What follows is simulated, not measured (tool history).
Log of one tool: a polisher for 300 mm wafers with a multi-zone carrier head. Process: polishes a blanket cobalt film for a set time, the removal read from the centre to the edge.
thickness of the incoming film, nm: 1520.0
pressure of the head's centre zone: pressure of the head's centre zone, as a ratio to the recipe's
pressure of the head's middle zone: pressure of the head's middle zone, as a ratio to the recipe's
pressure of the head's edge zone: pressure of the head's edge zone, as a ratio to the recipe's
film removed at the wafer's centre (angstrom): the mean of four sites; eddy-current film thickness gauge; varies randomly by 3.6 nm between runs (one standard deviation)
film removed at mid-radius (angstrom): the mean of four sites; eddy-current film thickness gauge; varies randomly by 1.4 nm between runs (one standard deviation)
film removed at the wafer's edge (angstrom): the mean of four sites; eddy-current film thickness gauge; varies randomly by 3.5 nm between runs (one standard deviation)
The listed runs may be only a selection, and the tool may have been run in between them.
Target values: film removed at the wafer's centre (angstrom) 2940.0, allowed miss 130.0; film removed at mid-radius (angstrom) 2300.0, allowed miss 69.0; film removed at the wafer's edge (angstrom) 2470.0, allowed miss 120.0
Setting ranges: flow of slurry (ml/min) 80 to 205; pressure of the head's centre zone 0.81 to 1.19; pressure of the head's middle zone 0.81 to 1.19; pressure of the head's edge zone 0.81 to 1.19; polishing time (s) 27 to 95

run	hour	flow of slurry (ml/min)	pressure of the head's centre zone	pressure of the head's middle zone	pressure of the head's edge zone	polishing time (s)	film removed at the wafer's centre (angstrom)	film removed at mid-radius (angstrom)	film removed at the wafer's edge (angstrom)
1	0.0	135	1.00	1.00	1.00	61	3007.6	2981.3	2957.4
2	7.0	135	1.00	1.07	1.00	61	2998.3	3182.1	2983.8
3	15.4	155	1.00	1.07	1.00	61	3019.4	3238.0	3047.3
4	23.6	155	1.00	1.07	1.00	51	2559.7	2696.6	2543.2
5	26.4	185	1.00	1.07	1.00	51	2699.0	2789.3	2575.7
6	31.9	155	1.00	1.07	1.00	51	2636.1	2718.9	2569.9
7	33.1	150	1.04	1.02	1.00	51	2657.8	2551.4	2537.5
8	41.5	150	1.08	0.99	0.98	51	2799.5	2490.1	2521.5
9	44.7	150	1.08	0.99	0.98	51	2808.9	2526.1	2506.3

Which single option among these 4 for the next run brings every result within its allowed miss of target? Just one does.
A	47.9	155	1.18	1.19	0.82	51	?	?	?
B	47.9	120	1.13	0.88	0.91	54	?	?	?
C	47.9	160	1.04	1.14	0.95	51	?	?	?
D	47.9	195	1.02	1.00	0.94	51	?	?	?

move	film removed at the wafer's centre (angstrom)	film removed at mid-radius (angstrom)	film removed at the wafer's edge (angstrom)
A	3051.0	2960.9	2333.0
B	2921.2	2314.1	2511.6
C	2702.0	2870.1	2505.8
D	2739.4	2646.4	2554.5
A: further off than the last run
B: meets every target
C: further off than the last run
D: further off than the last run
B is the move that brings every result within its allowed miss.
